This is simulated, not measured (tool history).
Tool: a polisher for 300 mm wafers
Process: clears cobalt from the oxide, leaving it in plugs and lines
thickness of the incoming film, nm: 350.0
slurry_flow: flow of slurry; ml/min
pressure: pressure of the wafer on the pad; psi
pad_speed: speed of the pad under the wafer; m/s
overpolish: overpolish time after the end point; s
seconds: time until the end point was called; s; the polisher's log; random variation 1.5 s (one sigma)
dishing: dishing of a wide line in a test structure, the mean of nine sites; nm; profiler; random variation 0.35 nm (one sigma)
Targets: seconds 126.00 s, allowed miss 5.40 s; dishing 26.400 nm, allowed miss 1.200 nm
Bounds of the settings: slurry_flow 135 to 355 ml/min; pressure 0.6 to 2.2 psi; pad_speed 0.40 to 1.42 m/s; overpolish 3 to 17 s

run	day	slurry_flow	pressure	pad_speed	overpolish	seconds	dishing
1	0.000	225	1.4	0.90	9	109.30	22.632
2	0.338	220	1.3	0.90	11	119.95	24.349
3	0.404	220	1.3	0.90	10	118.26	22.183
4	0.521	220	1.3	0.90	12	118.40	25.545
5	0.550	220	1.6	0.90	12	100.28	29.181
6	0.692	210	1.4	0.90	13	111.85	28.239
7	0.746	205	1.3	0.90	13	121.93	27.292
8	0.958	200	1.3	0.90	13	120.56	27.576
9	1.275	200	1.3	0.90	13	117.17	27.381

Which of these 5 next moves meets every target?
A	1.592	175	1.6	0.88	11	?	?
B	1.592	210	1.2	0.90	13	?	?
C	1.592	210	1.4	0.90	13	?	?
D	1.592	255	1.1	0.96	15	?	?
E	1.592	285	0.9	1.32	13	?	?

move	seconds	dishing
A	106.27	26.505
B	128.45	26.101
C	113.29	28.593
D	126.39	29.319
E	106.93	29.786
A: further off than the last run
B: meets every target
C: further off than the last run
D: brings the result that was furthest off to its target, and leaves another outside
E: further off than the last run
Move B is the one to make.

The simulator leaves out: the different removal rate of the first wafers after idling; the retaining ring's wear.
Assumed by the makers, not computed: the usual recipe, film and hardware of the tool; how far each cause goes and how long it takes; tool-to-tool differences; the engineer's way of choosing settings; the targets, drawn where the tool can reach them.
